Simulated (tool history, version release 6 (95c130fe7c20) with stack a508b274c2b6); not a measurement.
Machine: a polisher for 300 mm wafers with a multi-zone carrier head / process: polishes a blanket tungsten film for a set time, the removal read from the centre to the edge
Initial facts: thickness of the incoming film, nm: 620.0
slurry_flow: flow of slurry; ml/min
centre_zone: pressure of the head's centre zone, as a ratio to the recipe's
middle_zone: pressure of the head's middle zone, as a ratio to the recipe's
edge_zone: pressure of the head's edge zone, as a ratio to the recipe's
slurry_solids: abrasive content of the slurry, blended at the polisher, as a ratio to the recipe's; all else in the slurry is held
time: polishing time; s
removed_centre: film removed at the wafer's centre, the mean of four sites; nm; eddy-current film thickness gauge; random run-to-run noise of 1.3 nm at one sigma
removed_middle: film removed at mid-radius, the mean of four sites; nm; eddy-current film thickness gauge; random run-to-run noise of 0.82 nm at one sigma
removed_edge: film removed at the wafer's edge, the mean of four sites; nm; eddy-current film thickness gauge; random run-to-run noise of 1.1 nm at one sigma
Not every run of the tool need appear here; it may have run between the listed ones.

run,hour,slurry_flow,centre_zone,middle_zone,edge_zone,slurry_solids,time,removed_centre,removed_middle,removed_edge
1,0,170,1,1,1,1,36,167.92,161.32,158.21
2,2.1,170,1.08,1,1,1,36,175.92,160.61,156.54
3,9.7,170,1.08,1,1.05,1,36,177.87,161.39,160.83
4,11.4,150,1.01,0.96,1.05,0.95,36,160.27,150.61,157.24
5,16.3,135,0.98,0.93,1.06,0.95,36,153.46,140.93,153.61
6,20.5,135,0.98,0.93,1.01,0.95,36,155.01,142.4,150.7

Predict the results of run 7:
7,24.5,125,0.95,0.92,1.03,0.95,36,?,?,?

Run 7 produced removed_centre 145.52 nm, removed_middle 138.03 nm, removed_edge 150.53 nm.
